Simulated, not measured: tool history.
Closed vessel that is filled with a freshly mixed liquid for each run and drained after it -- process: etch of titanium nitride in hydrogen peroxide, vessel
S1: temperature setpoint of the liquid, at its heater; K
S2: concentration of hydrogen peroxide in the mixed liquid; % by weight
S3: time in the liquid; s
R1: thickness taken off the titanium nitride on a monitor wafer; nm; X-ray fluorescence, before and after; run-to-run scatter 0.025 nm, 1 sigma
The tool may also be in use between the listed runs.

| run | hour | S1 | S2 | S3 | R1 |
|---|---|---|---|---|---|
| 1 | 0.0 | 328.15 | 19.5 | 45 | 1.9533 |
| 2 | 5.5 | 328.15 | 19.5 | 35 | 1.5000 |
| 3 | 7.8 | 328.15 | 17.5 | 35 | 1.5003 |
| 4 | 14.2 | 329.15 | 17.5 | 35 | 1.5875 |
| 5 | 16.3 | 330.15 | 17.5 | 35 | 1.7135 |
| 6 | 24.4 | 330.15 | 17.5 | 35 | 1.7096 |
| 7 | 25.4 | 330.15 | 17.5 | 35 | 1.7041 |
| 8 | 32.4 | 331.15 | 17.5 | 35 | 1.8109 |
| 9 | 37.6 | 332.15 | 17.5 | 35 | 1.9703 |
| 10 | 42.8 | 332.65 | 17.5 | 35 | 2.0437 |
| 11 | 50.4 | 333.15 | 17.5 | 35 | 2.1418 |
| 12 | 58.5 | 333.65 | 17.5 | 35 | 2.1639 |
| 13 | 61.3 | 334.15 | 17.5 | 35 | 2.2656 |
| 14 | 69.6 | 334.65 | 17.5 | 35 | 2.3431 |

What will run 15 give?
| 15 | 74.8 | 335.15 | 17.5 | 35 | ? |

R1: 2.4154 nm

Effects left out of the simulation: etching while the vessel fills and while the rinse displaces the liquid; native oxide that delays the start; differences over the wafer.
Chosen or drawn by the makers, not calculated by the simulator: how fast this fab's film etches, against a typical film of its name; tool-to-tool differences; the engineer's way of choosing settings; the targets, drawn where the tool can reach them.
